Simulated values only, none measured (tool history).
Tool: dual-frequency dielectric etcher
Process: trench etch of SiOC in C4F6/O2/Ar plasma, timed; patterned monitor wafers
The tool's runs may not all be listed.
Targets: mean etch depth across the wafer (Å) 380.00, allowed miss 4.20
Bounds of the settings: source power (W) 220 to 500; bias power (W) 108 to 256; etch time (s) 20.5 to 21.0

run	day	source power (W)	bias power (W)	etch time (s)	mean etch depth across the wafer (Å)
1	0.000	360	182	20.5	413.50
2	0.125	360	160	20.5	400.15
3	0.333	340	159	20.5	392.32
4	0.388	340	159	21.0	402.93
5	0.479	320	158	21.0	393.85
6	0.542	320	158	21.0	391.61
7	0.817	310	158	21.0	389.20
8	1.025	280	157	21.0	375.47

Which of these 4 next moves meets every target?
A	1.233	270	167	20.5	?
B	1.233	310	156	20.5	?
C	1.233	280	167	20.5	?
D	1.233	240	171	21.0	?

move	mean etch depth across the wafer (Å)
A	366.31
B	378.48
C	370.97
D	362.35
A: further off than the last run
B: meets every target
C: further off than the last run
D: further off than the last run
Answer: B

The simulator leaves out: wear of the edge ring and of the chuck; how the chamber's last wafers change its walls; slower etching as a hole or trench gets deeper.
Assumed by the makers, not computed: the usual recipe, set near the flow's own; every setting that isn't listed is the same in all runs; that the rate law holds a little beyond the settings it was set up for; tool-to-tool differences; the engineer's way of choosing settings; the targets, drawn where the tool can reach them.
